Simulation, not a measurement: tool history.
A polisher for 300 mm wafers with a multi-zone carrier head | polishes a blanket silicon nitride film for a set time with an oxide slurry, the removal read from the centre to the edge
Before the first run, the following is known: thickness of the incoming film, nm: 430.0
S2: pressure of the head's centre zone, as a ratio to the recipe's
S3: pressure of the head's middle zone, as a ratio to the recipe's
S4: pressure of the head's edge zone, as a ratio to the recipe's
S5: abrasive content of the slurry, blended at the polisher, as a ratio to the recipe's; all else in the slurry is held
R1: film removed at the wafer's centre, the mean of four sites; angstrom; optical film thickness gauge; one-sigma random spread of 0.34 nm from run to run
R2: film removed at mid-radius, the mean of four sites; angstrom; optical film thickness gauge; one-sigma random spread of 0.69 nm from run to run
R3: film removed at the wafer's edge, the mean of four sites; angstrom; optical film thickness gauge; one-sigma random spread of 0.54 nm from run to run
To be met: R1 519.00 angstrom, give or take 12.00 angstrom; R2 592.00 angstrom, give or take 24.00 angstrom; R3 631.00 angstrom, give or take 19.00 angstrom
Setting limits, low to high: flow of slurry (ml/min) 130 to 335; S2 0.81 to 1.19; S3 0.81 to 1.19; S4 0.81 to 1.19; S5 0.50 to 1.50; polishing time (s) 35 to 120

Run 1, hour 0.0: flow of slurry (ml/min) 215, S2 1.00, S3 1.00, S4 1.00, S5 1.00, polishing time (s) 77. Result: R1 544.22 angstrom, R2 532.04 angstrom, R3 545.37 angstrom.
Run 2, hour 2.9: flow of slurry (ml/min) 215, S2 1.00, S3 1.03, S4 1.00, S5 1.00, polishing time (s) 77. Result: R1 543.61 angstrom, R2 547.52 angstrom, R3 551.03 angstrom.
Run 3, hour 8.7: flow of slurry (ml/min) 265, S2 1.00, S3 1.03, S4 1.00, S5 1.00, polishing time (s) 77. Result: R1 556.65 angstrom, R2 561.77 angstrom, R3 553.73 angstrom.
Run 4, hour 10.6: flow of slurry (ml/min) 260, S2 0.99, S3 1.03, S4 1.02, S5 1.00, polishing time (s) 77. Result: R1 554.15 angstrom, R2 557.89 angstrom, R3 551.32 angstrom.
Run 5, hour 13.9: flow of slurry (ml/min) 260, S2 0.99, S3 0.97, S4 1.02, S5 1.00, polishing time (s) 77. Result: R1 555.09 angstrom, R2 523.78 angstrom, R3 565.93 angstrom.
Run 6, hour 19.2: flow of slurry (ml/min) 260, S2 1.03, S3 0.97, S4 1.02, S5 1.00, polishing time (s) 77. Result: R1 576.11 angstrom, R2 531.22 angstrom, R3 567.39 angstrom.
Run 7, hour 25.3: flow of slurry (ml/min) 250, S2 1.01, S3 0.98, S4 1.03, S5 1.05, polishing time (s) 77. Result: R1 567.20 angstrom, R2 546.51 angstrom, R3 574.58 angstrom.
Run 8, hour 29.2: flow of slurry (ml/min) 245, S2 1.00, S3 0.98, S4 1.04, S5 1.10, polishing time (s) 77. Result: R1 579.02 angstrom, R2 544.93 angstrom, R3 591.11 angstrom.
Run 9, hour 31.7: flow of slurry (ml/min) 235, S2 0.98, S3 0.99, S4 1.05, S5 1.10, polishing time (s) 77. Result: R1 563.64 angstrom, R2 561.21 angstrom, R3 578.62 angstrom.
Run 10, hour 39.5: flow of slurry (ml/min) 245, S2 0.88, S3 0.91, S4 1.15, S5 1.25, polishing time (s) 77. Result: R1 532.25 angstrom, R2 556.02 angstrom, R3 650.39 angstrom.
Run 11, hour 43.9: flow of slurry (ml/min) 245, S2 0.88, S3 0.92, S4 1.15, S5 1.25, polishing time (s) 77. Result: R1 535.51 angstrom, R2 547.69 angstrom, R3 640.45 angstrom.
Run 12, hour 49.4: flow of slurry (ml/min) 245, S2 0.88, S3 0.93, S4 1.15, S5 1.25, polishing time (s) 77. Result: R1 530.83 angstrom, R2 554.44 angstrom, R3 632.27 angstrom.
Run 13, hour 57.4: flow of slurry (ml/min) 245, S2 0.87, S3 0.94, S4 1.15, S5 1.25, polishing time (s) 77. Result: R1 523.91 angstrom, R2 566.52 angstrom, R3 640.97 angstrom.
Run 14, hour 59.1: flow of slurry (ml/min) 245, S2 0.87, S3 0.95, S4 1.15, S5 1.25, polishing time (s) 77. Result: R1 526.69 angstrom, R2 577.93 angstrom, R3 655.31 angstrom.

Below are 5 possible settings for the next run. Only one of them brings all results inside the allowed miss of their targets. Which is it?
Run A, hour 60.8: flow of slurry (ml/min) 235, S2 0.85, S3 1.13, S4 0.92, S5 1.50, polishing time (s) 74. Result: R1 ?, R2 ?, R3 ?.
Run B, hour 60.8: flow of slurry (ml/min) 205, S2 0.89, S3 1.17, S4 1.03, S5 1.20, polishing time (s) 78. Result: R1 ?, R2 ?, R3 ?.
Run C, hour 60.8: flow of slurry (ml/min) 230, S2 0.83, S3 1.10, S4 1.01, S5 1.25, polishing time (s) 80. Result: R1 ?, R2 ?, R3 ?.
Run D, hour 60.8: flow of slurry (ml/min) 190, S2 0.86, S3 1.00, S4 1.07, S5 1.45, polishing time (s) 76. Result: R1 ?, R2 ?, R3 ?.
Run E, hour 60.8: flow of slurry (ml/min) 320, S2 0.93, S3 1.10, S4 1.13, S5 1.50, polishing time (s) 65. Result: R1 ?, R2 ?, R3 ?.

move      R1      R2      R3
   A  519.78  659.51  595.10
   B  518.90  648.69  602.36
   C  512.81  651.61  629.64
   D  514.75  584.12  635.48
   E  519.37  585.64  593.42
A: takes the biggest miss from the last run beyond its target
B: takes the biggest miss from the last run beyond its target
C: meets the target for the result that was furthest off, but another lies outside its allowed miss
D: all results land within tolerance of their targets
E: takes the biggest miss from the last run beyond its target
D is the move that brings every result within its allowed miss.
